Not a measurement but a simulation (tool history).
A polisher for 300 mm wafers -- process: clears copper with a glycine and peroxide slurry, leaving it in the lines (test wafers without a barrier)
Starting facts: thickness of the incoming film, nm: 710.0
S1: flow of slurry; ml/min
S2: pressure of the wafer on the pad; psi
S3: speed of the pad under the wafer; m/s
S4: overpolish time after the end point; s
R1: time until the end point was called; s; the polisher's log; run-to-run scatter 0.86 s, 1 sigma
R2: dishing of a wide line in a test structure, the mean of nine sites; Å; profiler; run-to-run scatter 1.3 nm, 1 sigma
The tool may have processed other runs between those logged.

run	day	S1	S2	S3	S4	R1	R2
1	0.000	185	3.2	1.00	25	96.310	813.98
2	0.358	185	3.7	1.00	25	86.854	883.01
3	0.446	205	3.7	1.00	25	83.199	901.61
4	0.592	205	3.7	1.00	23	84.312	861.80
5	0.692	205	3.7	1.00	33	83.936	983.75
6	0.938	210	3.7	1.00	27	83.908	906.93

Run 7 comes next. What will it give?
7	1.046	215	3.7	1.00	23	?	?

Run 7 gave R1 82.984 s, R2 839.07 Å.

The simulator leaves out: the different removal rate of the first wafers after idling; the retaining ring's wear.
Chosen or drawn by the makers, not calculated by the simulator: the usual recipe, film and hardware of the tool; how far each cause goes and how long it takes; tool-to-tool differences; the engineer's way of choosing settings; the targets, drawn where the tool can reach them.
